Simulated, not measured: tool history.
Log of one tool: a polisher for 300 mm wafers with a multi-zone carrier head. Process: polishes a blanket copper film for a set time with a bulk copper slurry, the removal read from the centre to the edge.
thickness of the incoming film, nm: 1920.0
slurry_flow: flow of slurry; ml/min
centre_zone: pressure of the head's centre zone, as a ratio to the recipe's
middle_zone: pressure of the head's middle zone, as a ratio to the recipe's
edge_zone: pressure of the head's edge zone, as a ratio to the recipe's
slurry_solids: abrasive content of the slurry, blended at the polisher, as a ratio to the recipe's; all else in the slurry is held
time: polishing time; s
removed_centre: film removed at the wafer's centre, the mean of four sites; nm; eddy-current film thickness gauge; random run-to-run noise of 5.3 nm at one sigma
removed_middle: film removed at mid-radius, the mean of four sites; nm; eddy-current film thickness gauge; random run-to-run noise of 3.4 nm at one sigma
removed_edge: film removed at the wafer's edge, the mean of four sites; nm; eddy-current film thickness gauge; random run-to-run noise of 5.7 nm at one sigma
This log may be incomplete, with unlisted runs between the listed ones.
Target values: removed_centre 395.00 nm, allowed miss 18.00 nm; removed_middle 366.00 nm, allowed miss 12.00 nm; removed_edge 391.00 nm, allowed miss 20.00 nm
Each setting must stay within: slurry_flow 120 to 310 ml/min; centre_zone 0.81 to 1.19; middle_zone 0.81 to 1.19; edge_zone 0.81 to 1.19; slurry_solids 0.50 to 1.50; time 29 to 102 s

Run 1, hour 0.0: slurry_flow 200 ml/min, centre_zone 1.00, middle_zone 1.00, edge_zone 1.00, slurry_solids 1.00, time 65 s. Result: removed_centre 779.61 nm, removed_middle 797.35 nm, removed_edge 797.00 nm.
Run 2, hour 7.4: slurry_flow 200 ml/min, centre_zone 1.00, middle_zone 1.00, edge_zone 1.00, slurry_solids 0.95, time 65 s. Result: removed_centre 788.68 nm, removed_middle 806.72 nm, removed_edge 766.68 nm.
Run 3, hour 10.4: slurry_flow 200 ml/min, centre_zone 1.00, middle_zone 1.03, edge_zone 1.00, slurry_solids 0.95, time 65 s. Result: removed_centre 768.91 nm, removed_middle 811.12 nm, removed_edge 798.88 nm.
Run 4, hour 15.9: slurry_flow 200 ml/min, centre_zone 1.08, middle_zone 1.03, edge_zone 1.00, slurry_solids 0.95, time 65 s. Result: removed_centre 837.26 nm, removed_middle 820.86 nm, removed_edge 822.44 nm.
Run 5, hour 17.0: slurry_flow 185 ml/min, centre_zone 1.05, middle_zone 0.98, edge_zone 1.03, slurry_solids 0.85, time 55 s. Result: removed_centre 670.68 nm, removed_middle 636.23 nm, removed_edge 662.25 nm.
Run 6, hour 20.1: slurry_flow 175 ml/min, centre_zone 1.01, middle_zone 0.94, edge_zone 1.03, slurry_solids 0.75, time 50 s. Result: removed_centre 565.21 nm, removed_middle 544.24 nm, removed_edge 593.87 nm.
Run 7, hour 22.3: slurry_flow 180 ml/min, centre_zone 1.01, middle_zone 0.92, edge_zone 0.98, slurry_solids 0.70, time 45 s. Result: removed_centre 506.12 nm, removed_middle 481.15 nm, removed_edge 511.95 nm.
Run 8, hour 27.6: slurry_flow 175 ml/min, centre_zone 1.00, middle_zone 0.89, edge_zone 0.95, slurry_solids 0.65, time 44 s. Result: removed_centre 475.60 nm, removed_middle 445.33 nm, removed_edge 491.82 nm.
Run 9, hour 33.6: slurry_flow 180 ml/min, centre_zone 1.00, middle_zone 0.88, edge_zone 0.92, slurry_solids 0.60, time 42 s. Result: removed_centre 461.63 nm, removed_middle 421.10 nm, removed_edge 467.50 nm.
Run 10, hour 37.5: slurry_flow 180 ml/min, centre_zone 0.99, middle_zone 0.88, edge_zone 0.90, slurry_solids 0.55, time 40 s. Result: removed_centre 439.11 nm, removed_middle 397.32 nm, removed_edge 426.33 nm.
Run 11, hour 40.1: slurry_flow 155 ml/min, centre_zone 0.91, middle_zone 0.83, edge_zone 0.86, slurry_solids 0.50, time 40 s. Result: removed_centre 374.31 nm, removed_middle 364.92 nm, removed_edge 402.61 nm.

Pick the move, out of 5, that brings all results within their allowed miss; only one does.
Run A, hour 42.7: slurry_flow 215 ml/min, centre_zone 0.99, middle_zone 0.88, edge_zone 0.91, slurry_solids 0.55, time 36 s. Result: removed_centre ?, removed_middle ?, removed_edge ?.
Run B, hour 42.7: slurry_flow 150 ml/min, centre_zone 0.92, middle_zone 0.88, edge_zone 0.88, slurry_solids 0.50, time 39 s. Result: removed_centre ?, removed_middle ?, removed_edge ?.
Run C, hour 42.7: slurry_flow 120 ml/min, centre_zone 0.83, middle_zone 0.87, edge_zone 0.85, slurry_solids 0.55, time 44 s. Result: removed_centre ?, removed_middle ?, removed_edge ?.
Run D, hour 42.7: slurry_flow 170 ml/min, centre_zone 0.98, middle_zone 0.81, edge_zone 0.84, slurry_solids 0.50, time 43 s. Result: removed_centre ?, removed_middle ?, removed_edge ?.
Run E, hour 42.7: slurry_flow 130 ml/min, centre_zone 0.84, middle_zone 0.86, edge_zone 0.85, slurry_solids 0.55, time 44 s. Result: removed_centre ?, removed_middle ?, removed_edge ?.

move  removed_centre  removed_middle  removed_edge
   A          383.86          372.39        394.20
   B          354.48          373.46        396.73
   C          341.80          399.21        429.29
   D          428.70          394.68        437.86
   E          354.95          404.39        436.10
A: in spec on every target
B: the biggest miss grows against the last run
C: the biggest miss grows against the last run
D: takes the biggest miss from the last run beyond its target
E: the biggest miss grows against the last run
A meets every target.
